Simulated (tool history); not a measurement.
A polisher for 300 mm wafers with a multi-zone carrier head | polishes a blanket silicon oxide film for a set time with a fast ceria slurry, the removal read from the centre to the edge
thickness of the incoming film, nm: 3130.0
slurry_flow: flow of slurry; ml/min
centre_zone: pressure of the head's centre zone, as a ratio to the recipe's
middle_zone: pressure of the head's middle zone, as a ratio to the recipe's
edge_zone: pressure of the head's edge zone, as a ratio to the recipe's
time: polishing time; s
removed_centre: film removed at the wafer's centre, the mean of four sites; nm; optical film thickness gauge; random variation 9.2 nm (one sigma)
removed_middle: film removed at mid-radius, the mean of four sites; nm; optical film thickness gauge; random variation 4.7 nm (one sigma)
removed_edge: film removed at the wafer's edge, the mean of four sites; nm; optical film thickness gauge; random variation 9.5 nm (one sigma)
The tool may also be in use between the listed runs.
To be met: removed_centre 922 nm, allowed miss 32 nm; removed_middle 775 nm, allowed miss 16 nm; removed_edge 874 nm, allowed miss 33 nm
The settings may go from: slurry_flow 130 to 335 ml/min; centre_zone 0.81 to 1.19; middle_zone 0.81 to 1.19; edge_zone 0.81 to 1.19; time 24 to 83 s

| run | hour | slurry_flow | centre_zone | middle_zone | edge_zone | time | removed_centre | removed_middle | removed_edge |
|---|---|---|---|---|---|---|---|---|---|
| 1 | 0 | 215 | 1 | 1 | 1 | 53 | 982.49 | 1001.4 | 1062.1 |
| 2 | 7 | 215 | 0.97 | 1 | 1 | 53 | 949.42 | 1013.7 | 1031.2 |
| 3 | 8 | 205 | 0.99 | 0.95 | 0.94 | 52 | 976.24 | 952.25 | 1005.5 |
| 4 | 11.1 | 205 | 0.99 | 0.95 | 0.94 | 61 | 1121 | 1102 | 1178.7 |
| 5 | 17.5 | 205 | 0.99 | 0.95 | 0.94 | 71 | 1317 | 1296.5 | 1353.8 |
| 6 | 20.6 | 205 | 0.99 | 0.95 | 0.94 | 80 | 1511.2 | 1458.9 | 1546.6 |
| 7 | 28.9 | 145 | 1.07 | 0.85 | 0.86 | 65 | 1214.7 | 1007.4 | 1151.2 |
| 8 | 31.2 | 145 | 1.07 | 0.85 | 0.85 | 60 | 1100.6 | 928.24 | 1056.9 |
| 9 | 37.8 | 145 | 1.07 | 0.85 | 0.84 | 57 | 1060.9 | 878.77 | 997.72 |
| 10 | 45.1 | 150 | 1.03 | 0.84 | 0.81 | 49 | 875.7 | 753.14 | 841.07 |

4 next moves are on the table. One of them brings every result within its allowed miss. Which?
| A | 52.4 | 130 | 0.98 | 0.81 | 0.88 | 50 | ? | ? | ? |
| B | 52.4 | 130 | 0.97 | 0.87 | 0.87 | 51 | ? | ? | ? |
| C | 52.4 | 130 | 1.1 | 0.89 | 0.88 | 50 | ? | ? | ? |
| D | 52.4 | 135 | 1.01 | 0.89 | 0.91 | 49 | ? | ? | ? |

| move | removed_centre | removed_middle | removed_edge |
|---|---|---|---|
| A | 818.93 | 728.54 | 861.95 |
| B | 827.07 | 787.99 | 873.94 |
| C | 920.51 | 786.64 | 861.02 |
| D | 837.37 | 779.1 | 862.97 |
A: further off than the last run
B: further off than the last run
C: meets every target
D: further off than the last run
Move C is the one to make.
